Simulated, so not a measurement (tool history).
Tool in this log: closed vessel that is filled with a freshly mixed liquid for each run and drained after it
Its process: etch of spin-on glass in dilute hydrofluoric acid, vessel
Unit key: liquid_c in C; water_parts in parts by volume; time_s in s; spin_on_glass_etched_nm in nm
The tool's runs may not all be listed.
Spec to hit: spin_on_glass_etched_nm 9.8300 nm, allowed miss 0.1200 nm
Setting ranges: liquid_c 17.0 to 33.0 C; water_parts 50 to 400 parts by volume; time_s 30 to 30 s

{"run": 1, "day": 0.0, "liquid_c": 25.0, "water_parts": 225, "time_s": 30, "spin_on_glass_etched_nm": 4.6769}
{"run": 2, "day": 0.321, "liquid_c": 27.0, "water_parts": 205, "time_s": 30, "spin_on_glass_etched_nm": 5.6449}
{"run": 3, "day": 0.488, "liquid_c": 28.5, "water_parts": 190, "time_s": 30, "spin_on_glass_etched_nm": 6.5118}
{"run": 4, "day": 0.7, "liquid_c": 29.5, "water_parts": 180, "time_s": 30, "spin_on_glass_etched_nm": 7.2595}
{"run": 5, "day": 0.792, "liquid_c": 29.5, "water_parts": 180, "time_s": 30, "spin_on_glass_etched_nm": 7.3057}
{"run": 6, "day": 1.017, "liquid_c": 31.0, "water_parts": 180, "time_s": 30, "spin_on_glass_etched_nm": 7.6585}
{"run": 7, "day": 1.112, "liquid_c": 31.5, "water_parts": 175, "time_s": 30, "spin_on_glass_etched_nm": 8.0488}
{"run": 8, "day": 1.479, "liquid_c": 32.0, "water_parts": 170, "time_s": 30, "spin_on_glass_etched_nm": 8.4984}
{"run": 9, "day": 1.783, "liquid_c": 32.0, "water_parts": 165, "time_s": 30, "spin_on_glass_etched_nm": 8.8033}
{"run": 10, "day": 1.9, "liquid_c": 32.0, "water_parts": 160, "time_s": 30, "spin_on_glass_etched_nm": 9.1382}
{"run": 11, "day": 2.017, "liquid_c": 32.5, "water_parts": 155, "time_s": 30, "spin_on_glass_etched_nm": 9.6747}

Consider the 4 candidate settings below. Which is the only one whose results all fall within their allowed miss of target?
{"run": "A", "day": 2.133, "liquid_c": 32.0, "water_parts": 150, "time_s": 30, "spin_on_glass_etched_nm": "?"}
{"run": "B", "day": 2.133, "liquid_c": 32.0, "water_parts": 155, "time_s": 30, "spin_on_glass_etched_nm": "?"}
{"run": "C", "day": 2.133, "liquid_c": 32.5, "water_parts": 160, "time_s": 30, "spin_on_glass_etched_nm": "?"}
{"run": "D", "day": 2.133, "liquid_c": 33.0, "water_parts": 160, "time_s": 30, "spin_on_glass_etched_nm": "?"}

move=A spin_on_glass_etched_nm=9.8660
move=B spin_on_glass_etched_nm=9.4828
move=C spin_on_glass_etched_nm=9.2847
move=D spin_on_glass_etched_nm=9.4468
A: each result inside its tolerance
B: lands further from the targets than the last run did
C: lands further from the targets than the last run did
D: lands further from the targets than the last run did
Move A is the one to make.
